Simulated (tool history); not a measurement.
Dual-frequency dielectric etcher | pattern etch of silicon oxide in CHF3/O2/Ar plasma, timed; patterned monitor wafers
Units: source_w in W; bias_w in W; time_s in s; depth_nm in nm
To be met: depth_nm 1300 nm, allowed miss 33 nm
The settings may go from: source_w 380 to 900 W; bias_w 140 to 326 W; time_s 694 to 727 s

run  hour  source_w  bias_w  time_s  depth_nm
  1     0       640     233     694    1536.9
  2   0.7       580     224     694    1458.6
  3   8.7       540     219     694    1406.1
  4  17.4       540     219     694      1417
  5  19.8       610     219     694    1485.2
  6  27.7       540     219     694    1404.8
  7  29.2       510     216     694    1384.2
  8  37.3       490     213     694    1348.8
  9  39.1       480     212     694    1333.1

5 next moves are on the table. One of them brings every result within its allowed miss. Which?
  A  40.9       490     185     727         ?
  B  40.9       510     221   704.5         ?
  C  40.9       450     189   707.5         ?
  D  40.9       530     194   718.5         ?
  E  40.9       470     229     702         ?

move  depth_nm
   A    1370.4
   B    1419.2
   C    1298.5
   D    1414.5
   E    1385.5
A: further off than the last run
B: further off than the last run
C: meets every target
D: further off than the last run
E: further off than the last run
Answer: C
